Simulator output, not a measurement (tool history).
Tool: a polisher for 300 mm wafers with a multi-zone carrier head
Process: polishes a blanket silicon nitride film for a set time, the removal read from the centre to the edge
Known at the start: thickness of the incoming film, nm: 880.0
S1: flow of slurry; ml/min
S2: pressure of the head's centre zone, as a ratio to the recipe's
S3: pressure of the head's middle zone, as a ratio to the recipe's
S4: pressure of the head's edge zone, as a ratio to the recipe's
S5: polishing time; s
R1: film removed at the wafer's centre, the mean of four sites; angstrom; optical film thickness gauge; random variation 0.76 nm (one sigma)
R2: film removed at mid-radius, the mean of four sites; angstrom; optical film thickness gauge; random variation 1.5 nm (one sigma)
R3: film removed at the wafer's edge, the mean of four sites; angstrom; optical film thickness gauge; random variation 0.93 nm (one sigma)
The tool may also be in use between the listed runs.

| run | day | S1 | S2 | S3 | S4 | S5 | R1 | R2 | R3 |
|---|---|---|---|---|---|---|---|---|---|
| 1 | 0.000 | 295 | 1.00 | 1.00 | 1.00 | 38 | 859.73 | 866.24 | 855.00 |
| 2 | 0.367 | 295 | 1.00 | 1.04 | 1.00 | 38 | 861.94 | 877.64 | 854.63 |
| 3 | 0.733 | 300 | 1.01 | 1.05 | 1.01 | 38 | 871.51 | 881.47 | 853.46 |
| 4 | 0.808 | 300 | 1.01 | 1.06 | 1.02 | 39 | 909.58 | 941.92 | 878.10 |
| 5 | 1.142 | 305 | 1.01 | 1.06 | 1.03 | 39 | 905.92 | 927.79 | 904.67 |
| 6 | 1.404 | 305 | 0.97 | 1.06 | 1.03 | 39 | 869.15 | 937.85 | 878.13 |
| 7 | 1.612 | 310 | 0.98 | 1.07 | 1.04 | 39 | 871.43 | 942.17 | 896.10 |
| 8 | 1.975 | 315 | 0.99 | 1.08 | 1.05 | 39 | 890.97 | 950.59 | 904.34 |
| 9 | 2.150 | 315 | 0.99 | 1.08 | 1.05 | 39 | 892.69 | 939.44 | 890.26 |
| 10 | 2.338 | 315 | 0.99 | 1.08 | 1.06 | 39 | 888.65 | 970.30 | 893.42 |
| 11 | 2.621 | 315 | 1.00 | 1.07 | 1.07 | 39 | 892.18 | 923.99 | 900.64 |

Forecast run 12:
| 12 | 2.804 | 320 | 1.00 | 1.08 | 1.08 | 39 | ? | ? | ? |

R1: 897.67 angstrom
R2: 931.14 angstrom
R3: 905.55 angstrom
